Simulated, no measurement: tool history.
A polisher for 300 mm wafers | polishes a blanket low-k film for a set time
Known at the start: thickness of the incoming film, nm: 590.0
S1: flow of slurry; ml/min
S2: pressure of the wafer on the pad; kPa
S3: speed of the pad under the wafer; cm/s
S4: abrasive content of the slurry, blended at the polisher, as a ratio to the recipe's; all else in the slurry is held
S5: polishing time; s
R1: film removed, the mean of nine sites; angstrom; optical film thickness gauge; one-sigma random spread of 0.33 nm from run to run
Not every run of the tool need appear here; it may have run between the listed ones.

run,day,S1,S2,S3,S4,S5,R1
1,0,220,14.5,116,1,88,544.5
2,0.108,220,14.5,116,1,93,570.94
3,0.417,220,15.9,116,1,93,617.88
4,0.479,215,14.5,116,1,93,565.14
5,0.671,215,17.2,116,1,93,664.77
6,0.846,210,15.9,116,1,93,616.13
7,0.954,205,14.5,116,1,93,569.35

Run 8 comes next. What will it give?
8,1.238,200,10.3,114,1,93,?

Logged for run 8: R1 411.66 angstrom.

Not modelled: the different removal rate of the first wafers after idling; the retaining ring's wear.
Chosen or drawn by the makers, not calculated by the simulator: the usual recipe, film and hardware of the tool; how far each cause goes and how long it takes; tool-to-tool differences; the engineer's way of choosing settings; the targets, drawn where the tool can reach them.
